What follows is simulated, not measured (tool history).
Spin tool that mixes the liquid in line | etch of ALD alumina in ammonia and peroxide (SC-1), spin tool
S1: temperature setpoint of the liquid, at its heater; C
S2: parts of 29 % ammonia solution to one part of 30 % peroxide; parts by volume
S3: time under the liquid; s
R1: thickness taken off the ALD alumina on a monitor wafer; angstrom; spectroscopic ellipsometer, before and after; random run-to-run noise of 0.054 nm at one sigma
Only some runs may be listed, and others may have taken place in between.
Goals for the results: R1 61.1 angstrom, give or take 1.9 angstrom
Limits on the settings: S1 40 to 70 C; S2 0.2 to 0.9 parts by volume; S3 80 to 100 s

{"run": 1, "hour": 0.0, "S1": 56, "S2": 0.5, "S3": 100, "R1": 91.196}
{"run": 2, "hour": 9.1, "S1": 53.5, "S2": 0.5, "S3": 100, "R1": 79.988}
{"run": 3, "hour": 14.0, "S1": 52, "S2": 0.5, "S3": 100, "R1": 73.826}
{"run": 4, "hour": 16.6, "S1": 45.5, "S2": 0.5, "S3": 100, "R1": 51.621}
{"run": 5, "hour": 20.4, "S1": 42, "S2": 0.5, "S3": 100, "R1": 42.5}
{"run": 6, "hour": 26.1, "S1": 44, "S2": 0.5, "S3": 100, "R1": 47.166}
{"run": 7, "hour": 28.1, "S1": 45.5, "S2": 0.5, "S3": 100, "R1": 51.848}
{"run": 8, "hour": 32.5, "S1": 46.5, "S2": 0.5, "S3": 100, "R1": 54.229}
{"run": 9, "hour": 37.3, "S1": 47, "S2": 0.5, "S3": 100, "R1": 55.223}
{"hour": 39.5, "done": "thermometer replaced"}
{"run": 10, "hour": 39.5, "S1": 47.5, "S2": 0.5, "S3": 100, "R1": 53.409}
{"run": 11, "hour": 45.1, "S1": 48.5, "S2": 0.5, "S3": 100, "R1": 56.895}
{"run": 12, "hour": 47.5, "S1": 49, "S2": 0.5, "S3": 100, "R1": 58.884}

5 next moves are on the table. One of them brings every result within its allowed miss. Which?
{"run": "A", "hour": 49.9, "S1": 53.5, "S2": 0.55, "S3": 85, "R1": "?"}
{"run": "B", "hour": 49.9, "S1": 54, "S2": 0.5, "S3": 80, "R1": "?"}
{"run": "C", "hour": 49.9, "S1": 50.5, "S2": 0.65, "S3": 100, "R1": "?"}
{"run": "D", "hour": 49.9, "S1": 50.5, "S2": 0.6, "S3": 100, "R1": "?"}
{"run": "E", "hour": 49.9, "S1": 48.5, "S2": 0.55, "S3": 100, "R1": "?"}

move=A R1=63.84
move=B R1=61.161
move=C R1=64.848
move=D R1=64.357
move=E R1=57.157
A: takes the result that was furthest off past its target
B: in spec on every target
C: takes the result that was furthest off past its target
D: takes the result that was furthest off past its target
E: lands further from the targets than the last run did
Answer: B
